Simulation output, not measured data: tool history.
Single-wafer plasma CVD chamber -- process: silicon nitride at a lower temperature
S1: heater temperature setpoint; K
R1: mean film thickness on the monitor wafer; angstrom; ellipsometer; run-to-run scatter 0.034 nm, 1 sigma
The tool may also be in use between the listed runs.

run 1 hour=0 | S1=603.15 chamber_pressure_(Pa)=263 RF_power_(kW)=0.27 deposition_time_(s)=10.5 | R1=118.51
run 2 hour=4 | S1=603.15 chamber_pressure_(Pa)=293 RF_power_(kW)=0.28 deposition_time_(s)=10.5 | R1=125.83
run 3 hour=8.5 | S1=603.15 chamber_pressure_(Pa)=315 RF_power_(kW)=0.285 deposition_time_(s)=10.5 | R1=128.99
run 4 hour=11.1 | S1=603.15 chamber_pressure_(Pa)=315 RF_power_(kW)=0.26 deposition_time_(s)=10.5 | R1=121.68
-- hour=16.5 RF generator calibrated
run 5 hour=16.5 | S1=603.15 chamber_pressure_(Pa)=331 RF_power_(kW)=0.275 deposition_time_(s)=10.5 | R1=133.3
run 6 hour=21.1 | S1=603.15 chamber_pressure_(Pa)=331 RF_power_(kW)=0.275 deposition_time_(s)=10.5 | R1=133.41
run 7 hour=23 | S1=603.15 chamber_pressure_(Pa)=343 RF_power_(kW)=0.275 deposition_time_(s)=10.5 | R1=134.58
run 8 hour=31.9 | S1=603.15 chamber_pressure_(Pa)=351 RF_power_(kW)=0.28 deposition_time_(s)=10.5 | R1=137.25

What does the tool deliver on the next run?
run 9 hour=33.2 | S1=603.15 chamber_pressure_(Pa)=356 RF_power_(kW)=0.28 deposition_time_(s)=10.5 | R1=?

{"run 9": {"R1": 136.88}}

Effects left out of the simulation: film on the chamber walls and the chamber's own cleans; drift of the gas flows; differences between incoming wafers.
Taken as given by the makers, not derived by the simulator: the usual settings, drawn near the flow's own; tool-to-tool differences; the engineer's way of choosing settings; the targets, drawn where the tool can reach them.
